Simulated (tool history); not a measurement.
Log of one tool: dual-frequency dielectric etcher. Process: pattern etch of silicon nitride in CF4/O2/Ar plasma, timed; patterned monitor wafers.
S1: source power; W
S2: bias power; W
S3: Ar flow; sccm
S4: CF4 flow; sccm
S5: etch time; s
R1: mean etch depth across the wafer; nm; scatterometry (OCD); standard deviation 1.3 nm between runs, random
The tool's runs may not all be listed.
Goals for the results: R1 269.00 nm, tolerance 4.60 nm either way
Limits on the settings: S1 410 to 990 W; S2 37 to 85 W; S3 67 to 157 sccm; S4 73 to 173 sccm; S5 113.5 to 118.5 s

run    day   S1  S2   S3   S4     S5      R1
  1  0.000  700  61  112  123  113.5  306.64
  2  0.225  680  61  112  123  113.5  299.38
  3  0.317  680  61  112  133  113.5  303.67
  4  0.521  600  61  112  133  113.5  274.40
  5  0.688  520  61  112  133  113.5  245.60
  6  0.750  520  57  112  133  113.5  239.24
  7  1.046  540  57  112  133  113.5  248.16
  8  1.100  550  57  112  133  113.5  250.74
  9  1.192  560  57  112  133  113.5  254.23

Of the 4 settings listed for the next run, only one would bring every result within its allowed miss of target. Which one?
  A  1.283  520  64   83  169  117.5   ?
  B  1.283  600  57  140  141  118.5   ?
  C  1.283  540  55  109  132  114.0   ?
  D  1.283  490  54   88  129  118.5   ?

move      R1
   A  272.07
   B  279.98
   C  248.81
   D  242.12
A: all results land within tolerance of their targets
B: takes the result that was furthest off past its target
C: further off than the last run
D: further off than the last run
So the answer is move A, the one that meets all the targets.
